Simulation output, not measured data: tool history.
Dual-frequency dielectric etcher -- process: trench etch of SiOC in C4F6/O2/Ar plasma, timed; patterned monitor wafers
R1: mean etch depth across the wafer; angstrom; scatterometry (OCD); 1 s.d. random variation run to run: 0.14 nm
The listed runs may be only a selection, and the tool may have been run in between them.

{"run": 1, "hour": 0.0, "source power (kW)": 0.47, "bias power (kW)": 0.132, "etch time (s)": 12, "R1": 254.21}
{"run": 2, "hour": 4.8, "source power (kW)": 0.44, "bias power (kW)": 0.132, "etch time (s)": 12, "R1": 244.22}
{"run": 3, "hour": 5.5, "source power (kW)": 0.52, "bias power (kW)": 0.132, "etch time (s)": 12, "R1": 265.78}
{"run": 4, "hour": 13.7, "source power (kW)": 0.6, "bias power (kW)": 0.132, "etch time (s)": 12, "R1": 284.63}
{"run": 5, "hour": 14.4, "source power (kW)": 0.6, "bias power (kW)": 0.132, "etch time (s)": 12, "R1": 283.77}
{"run": 6, "hour": 20.3, "source power (kW)": 0.6, "bias power (kW)": 0.114, "etch time (s)": 12, "R1": 268.86}

Run 7 is up next; what results do you expect?
{"run": 7, "hour": 26.4, "source power (kW)": 0.54, "bias power (kW)": 0.11, "etch time (s)": 12, "R1": "?"}

For run 7 the tool returned R1 256.24 angstrom.
